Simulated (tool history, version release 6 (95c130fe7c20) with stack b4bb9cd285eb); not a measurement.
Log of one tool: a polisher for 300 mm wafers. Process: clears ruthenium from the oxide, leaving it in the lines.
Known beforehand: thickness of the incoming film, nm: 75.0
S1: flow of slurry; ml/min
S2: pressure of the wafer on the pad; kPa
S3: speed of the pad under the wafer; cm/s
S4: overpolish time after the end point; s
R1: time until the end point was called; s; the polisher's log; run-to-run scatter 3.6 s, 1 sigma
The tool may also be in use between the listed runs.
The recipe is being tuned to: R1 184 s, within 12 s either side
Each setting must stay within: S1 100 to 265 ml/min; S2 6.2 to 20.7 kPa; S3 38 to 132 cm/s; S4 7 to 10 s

Run 1, day 0: S1 170 ml/min, S2 13.1 kPa, S3 84 cm/s, S4 10 s. Result: R1 81.101 s.
Run 2, day 0.238: S1 170 ml/min, S2 11.7 kPa, S3 78 cm/s, S4 10 s. Result: R1 91.484 s.
Run 3, day 0.329: S1 170 ml/min, S2 11.7 kPa, S3 78 cm/s, S4 10 s. Result: R1 95.074 s.
Run 4, day 0.475: S1 170 ml/min, S2 11.7 kPa, S3 68 cm/s, S4 10 s. Result: R1 103.43 s.
Run 5, day 0.508: S1 170 ml/min, S2 10.3 kPa, S3 64 cm/s, S4 10 s. Result: R1 121.96 s.
Run 6, day 0.679: S1 170 ml/min, S2 12.4 kPa, S3 64 cm/s, S4 10 s. Result: R1 104.54 s.
Run 7, day 0.771: S1 170 ml/min, S2 11 kPa, S3 62 cm/s, S4 10 s. Result: R1 113.17 s.
Run 8, day 1.117: S1 170 ml/min, S2 10.3 kPa, S3 58 cm/s, S4 10 s. Result: R1 135 s.
Run 9, day 1.375: S1 170 ml/min, S2 9.7 kPa, S3 58 cm/s, S4 10 s. Result: R1 140.26 s.
Run 10, day 1.471: S1 170 ml/min, S2 9 kPa, S3 58 cm/s, S4 10 s. Result: R1 144.63 s.
Run 11, day 1.721: S1 170 ml/min, S2 8.3 kPa, S3 58 cm/s, S4 10 s. Result: R1 156.42 s.
Run 12, day 1.888: S1 170 ml/min, S2 7.6 kPa, S3 58 cm/s, S4 10 s. Result: R1 167.09 s.

Pick the move, out of 4, that brings all results within their allowed miss; only one does.
Run A, day 2.054: S1 205 ml/min, S2 6.2 kPa, S3 60 cm/s, S4 10 s. Result: R1 ?.
Run B, day 2.054: S1 165 ml/min, S2 6.2 kPa, S3 48 cm/s, S4 10 s. Result: R1 ?.
Run C, day 2.054: S1 220 ml/min, S2 8.3 kPa, S3 38 cm/s, S4 7 s. Result: R1 ?.
Run D, day 2.054: S1 195 ml/min, S2 7.6 kPa, S3 40 cm/s, S4 7 s. Result: R1 ?.

move      R1
   A  177.84
   B  218.49
   C  204.26
   D  212.79
A: every result within its allowed miss
B: pushes the last run's worst result past its target
C: pushes the last run's worst result past its target
D: pushes the last run's worst result past its target
Move A is the one to make.
